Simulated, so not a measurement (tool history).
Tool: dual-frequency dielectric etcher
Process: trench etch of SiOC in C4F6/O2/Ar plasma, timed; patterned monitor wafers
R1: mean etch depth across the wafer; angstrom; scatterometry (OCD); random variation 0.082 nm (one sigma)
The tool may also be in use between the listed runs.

{"run": 1, "hour": 0.0, "source power (kW)": 0.31, "bias power (kW)": 0.186, "etch time (s)": 11.5, "R1": 228.17}
{"run": 2, "hour": 6.3, "source power (kW)": 0.26, "bias power (kW)": 0.186, "etch time (s)": 11.5, "R1": 215.13}
{"run": 3, "hour": 8.9, "source power (kW)": 0.25, "bias power (kW)": 0.184, "etch time (s)": 11.5, "R1": 210.93}
{"run": 4, "hour": 12.4, "source power (kW)": 0.24, "bias power (kW)": 0.183, "etch time (s)": 11.5, "R1": 207.27}
{"run": 5, "hour": 15.9, "source power (kW)": 0.23, "bias power (kW)": 0.182, "etch time (s)": 11.5, "R1": 205.25}
{"run": 6, "hour": 23.3, "source power (kW)": 0.23, "bias power (kW)": 0.182, "etch time (s)": 11.5, "R1": 205.75}
{"run": 7, "hour": 28.2, "source power (kW)": 0.23, "bias power (kW)": 0.182, "etch time (s)": 11.5, "R1": 205.26}
{"run": 8, "hour": 34.5, "source power (kW)": 0.23, "bias power (kW)": 0.181, "etch time (s)": 11.5, "R1": 205.62}
{"run": 9, "hour": 41.3, "source power (kW)": 0.23, "bias power (kW)": 0.18, "etch time (s)": 11.5, "R1": 204.62}

The next listed run, before its measurement:
{"run": 10, "hour": 42.3, "source power (kW)": 0.23, "bias power (kW)": 0.179, "etch time (s)": 11.5, "R1": "?"}

{"run 10": {"R1": 204.02}}
